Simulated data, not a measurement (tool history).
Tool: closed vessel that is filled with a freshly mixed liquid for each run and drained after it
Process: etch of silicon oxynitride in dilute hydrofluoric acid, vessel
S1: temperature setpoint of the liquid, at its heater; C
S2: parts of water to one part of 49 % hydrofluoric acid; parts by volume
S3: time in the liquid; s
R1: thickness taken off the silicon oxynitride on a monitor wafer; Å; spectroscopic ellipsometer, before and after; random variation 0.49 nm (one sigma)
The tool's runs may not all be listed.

{"run": 1, "hour": 0.0, "S1": 26, "S2": 80, "S3": 1070, "R1": 312.97}
{"run": 2, "hour": 4.8, "S1": 28, "S2": 75, "S3": 1070, "R1": 368.8}
{"run": 3, "hour": 13.7, "S1": 28, "S2": 60, "S3": 1070, "R1": 462.6}
{"run": 4, "hour": 18.2, "S1": 28, "S2": 90, "S3": 1070, "R1": 304.14}
{"run": 5, "hour": 24.6, "S1": 29.5, "S2": 85, "S3": 1070, "R1": 349.84}
{"run": 6, "hour": 30.0, "S1": 31, "S2": 80, "S3": 1070, "R1": 387.46}
{"run": 7, "hour": 31.1, "S1": 32, "S2": 75, "S3": 1070, "R1": 440.63}
{"run": 8, "hour": 32.2, "S1": 32.5, "S2": 75, "S3": 1070, "R1": 452.53}
{"run": 9, "hour": 38.0, "S1": 33, "S2": 75, "S3": 1070, "R1": 450.09}

Run 10 comes next. What will it give?
{"run": 10, "hour": 41.0, "S1": 33.5, "S2": 70, "S3": 1070, "R1": "?"}

R1: 504.95 Å
